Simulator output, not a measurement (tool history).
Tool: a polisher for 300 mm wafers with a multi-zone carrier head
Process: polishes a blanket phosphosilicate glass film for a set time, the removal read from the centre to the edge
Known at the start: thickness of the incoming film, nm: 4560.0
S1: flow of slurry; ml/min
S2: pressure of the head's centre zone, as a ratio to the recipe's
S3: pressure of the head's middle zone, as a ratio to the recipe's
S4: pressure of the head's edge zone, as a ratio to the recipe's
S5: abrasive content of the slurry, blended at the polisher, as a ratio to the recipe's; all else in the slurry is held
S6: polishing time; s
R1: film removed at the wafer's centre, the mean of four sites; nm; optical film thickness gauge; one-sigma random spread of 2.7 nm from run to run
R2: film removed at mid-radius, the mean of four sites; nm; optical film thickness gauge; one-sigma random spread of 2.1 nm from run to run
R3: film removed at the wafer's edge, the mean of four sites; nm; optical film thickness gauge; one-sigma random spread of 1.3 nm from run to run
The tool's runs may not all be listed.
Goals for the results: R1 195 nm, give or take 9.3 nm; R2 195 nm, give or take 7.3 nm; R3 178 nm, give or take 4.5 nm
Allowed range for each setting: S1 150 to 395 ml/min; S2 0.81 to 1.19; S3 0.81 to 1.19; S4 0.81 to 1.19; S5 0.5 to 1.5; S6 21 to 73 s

| run | day | S1 | S2 | S3 | S4 | S5 | S6 | R1 | R2 | R3 |
|---|---|---|---|---|---|---|---|---|---|---|
| 1 | 0 | 250 | 1 | 1 | 1 | 1 | 47 | 248.24 | 261.68 | 263.47 |
| 2 | 0.029 | 250 | 1.01 | 1 | 0.98 | 0.95 | 46 | 240.77 | 246.96 | 246.18 |
| 3 | 0.196 | 250 | 1.01 | 1 | 0.98 | 0.95 | 55 | 296.47 | 291.38 | 293.5 |
| 4 | 0.392 | 300 | 1.01 | 1 | 0.98 | 0.95 | 55 | 294.05 | 300.43 | 300.71 |
| 5 | 0.696 | 295 | 1.01 | 1 | 0.96 | 0.9 | 54 | 283.89 | 289.79 | 281.32 |
| 6 | 0.929 | 290 | 1 | 0.99 | 0.94 | 0.85 | 53 | 262.83 | 266.98 | 263.45 |
| 7 | 1.217 | 285 | 1 | 0.99 | 0.92 | 0.8 | 52 | 244.92 | 253.57 | 247.82 |
| 8 | 1.246 | 285 | 1 | 0.99 | 0.92 | 0.8 | 52 | 255.23 | 250.86 | 248.71 |
| 9 | 1.521 | 285 | 1 | 1 | 0.91 | 0.75 | 51 | 231.86 | 239.68 | 230.42 |
| 10 | 1.679 | 280 | 1 | 1 | 0.9 | 0.7 | 51 | 219.34 | 228.35 | 218.5 |

Pick the move, out of 5, that brings all results within their allowed miss; only one does.
| A | 1.838 | 250 | 0.81 | 0.83 | 1.11 | 0.75 | 61 | ? | ? | ? |
| B | 1.838 | 300 | 1.09 | 1.08 | 0.81 | 0.65 | 40 | ? | ? | ? |
| C | 1.838 | 325 | 0.98 | 1.01 | 0.87 | 0.75 | 54 | ? | ? | ? |
| D | 1.838 | 280 | 1.05 | 1.03 | 0.86 | 0.7 | 43 | ? | ? | ? |
| E | 1.838 | 290 | 1.03 | 0.92 | 0.89 | 0.7 | 42 | ? | ? | ? |

| move | R1 | R2 | R3 |
|---|---|---|---|
| A | 221.4 | 237.54 | 299.95 |
| B | 178.87 | 179.35 | 155.48 |
| C | 242.9 | 254.78 | 241.01 |
| D | 193.91 | 193.81 | 180.03 |
| E | 186.6 | 172.83 | 179.4 |
A: the biggest miss grows against the last run
B: takes the result that was furthest off past its target
C: the biggest miss grows against the last run
D: every result within its allowed miss
E: meets the target for the result that was furthest off, but another lies outside its allowed miss
D is the move that brings every result within its allowed miss.

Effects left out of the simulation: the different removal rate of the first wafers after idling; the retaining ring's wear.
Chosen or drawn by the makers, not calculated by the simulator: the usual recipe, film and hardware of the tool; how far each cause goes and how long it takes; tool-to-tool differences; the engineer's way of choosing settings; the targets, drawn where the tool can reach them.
